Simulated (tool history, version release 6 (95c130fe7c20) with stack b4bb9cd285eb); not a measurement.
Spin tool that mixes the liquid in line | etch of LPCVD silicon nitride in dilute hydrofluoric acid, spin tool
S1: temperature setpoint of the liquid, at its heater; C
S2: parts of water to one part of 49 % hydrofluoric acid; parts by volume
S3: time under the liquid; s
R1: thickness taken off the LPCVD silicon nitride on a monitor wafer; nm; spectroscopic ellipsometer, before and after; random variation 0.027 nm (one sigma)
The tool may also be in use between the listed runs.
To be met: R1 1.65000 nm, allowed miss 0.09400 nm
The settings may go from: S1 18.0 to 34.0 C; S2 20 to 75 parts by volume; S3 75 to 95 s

run 1 hour=0.0 | S1=26.0 S2=45 S3=95 | R1=0.98959
run 2 hour=4.2 | S1=26.0 S2=40 S3=95 | R1=1.08190
run 3 hour=7.8 | S1=22.5 S2=40 S3=95 | R1=0.88467
run 4 hour=9.0 | S1=25.0 S2=40 S3=95 | R1=1.06770
run 5 hour=11.2 | S1=22.0 S2=40 S3=95 | R1=0.87250
run 6 hour=11.9 | S1=22.0 S2=40 S3=75 | R1=0.66539
run 7 hour=19.8 | S1=25.0 S2=40 S3=75 | R1=0.84343
run 8 hour=24.6 | S1=27.5 S2=35 S3=75 | R1=1.11130

5 next moves are on the table. One of them brings every result within its allowed miss. Which?
run A hour=29.4 | S1=28.5 S2=35 S3=90 | R1=?
run B hour=29.4 | S1=26.5 S2=30 S3=85 | R1=?
run C hour=29.4 | S1=29.5 S2=35 S3=80 | R1=?
run D hour=29.4 | S1=28.0 S2=25 S3=85 | R1=?
run E hour=29.4 | S1=30.0 S2=35 S3=95 | R1=?

move=A R1=1.43190
move=B R1=1.37590
move=C R1=1.35900
move=D R1=1.81390
move=E R1=1.66730
A: nearer than the last run, and not there yet
B: nearer than the last run, and not there yet
C: nearer than the last run, and not there yet
D: takes the result that was furthest off past its target
E: meets every target
Answer: E
